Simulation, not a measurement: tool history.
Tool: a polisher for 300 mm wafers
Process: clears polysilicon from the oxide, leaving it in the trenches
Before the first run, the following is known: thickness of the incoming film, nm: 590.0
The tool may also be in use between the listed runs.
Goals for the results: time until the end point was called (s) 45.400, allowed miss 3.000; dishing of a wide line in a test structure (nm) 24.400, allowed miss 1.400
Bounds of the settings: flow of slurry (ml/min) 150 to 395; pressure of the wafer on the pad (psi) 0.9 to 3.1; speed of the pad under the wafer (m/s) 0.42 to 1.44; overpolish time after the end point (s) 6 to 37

| run | day | flow of slurry (ml/min) | pressure of the wafer on the pad (psi) | speed of the pad under the wafer (m/s) | overpolish time after the end point (s) | time until the end point was called (s) | dishing of a wide line in a test structure (nm) |
|---|---|---|---|---|---|---|---|
| 1 | 0.000 | 250 | 2.0 | 0.92 | 19 | 60.098 | 23.660 |
| 2 | 0.275 | 250 | 2.0 | 0.78 | 19 | 72.090 | 24.209 |
| 3 | 0.650 | 300 | 2.0 | 0.78 | 19 | 67.385 | 24.629 |
| 4 | 0.871 | 245 | 2.0 | 0.78 | 19 | 68.857 | 23.647 |
| 5 | 0.946 | 260 | 2.2 | 0.80 | 19 | 62.724 | 25.347 |
| 6 | 1.167 | 260 | 1.9 | 0.80 | 19 | 68.433 | 24.793 |
| 7 | 1.396 | 270 | 2.0 | 1.06 | 14 | 52.746 | 24.825 |
| 8 | 1.454 | 260 | 2.1 | 1.08 | 15 | 51.133 | 23.907 |

Pick the move, out of 5, that brings all results within their allowed miss; only one does.
| A | 1.512 | 165 | 2.1 | 1.26 | 11 | ? | ? |
| B | 1.512 | 240 | 2.0 | 0.92 | 25 | ? | ? |
| C | 1.512 | 260 | 2.4 | 1.20 | 11 | ? | ? |
| D | 1.512 | 215 | 1.9 | 1.02 | 18 | ? | ? |
| E | 1.512 | 270 | 2.1 | 1.04 | 9 | ? | ? |

| move | time until the end point was called (s) | dishing of a wide line in a test structure (nm) |
|---|---|---|
| A | 46.278 | 24.243 |
| B | 61.464 | 24.362 |
| C | 40.341 | 24.309 |
| D | 59.676 | 24.336 |
| E | 52.027 | 23.848 |
A: in spec on every target
B: its largest miss is bigger than the last run's
C: pushes the last run's worst result past its target
D: its largest miss is bigger than the last run's
E: its largest miss is bigger than the last run's
Move A is the one to make.
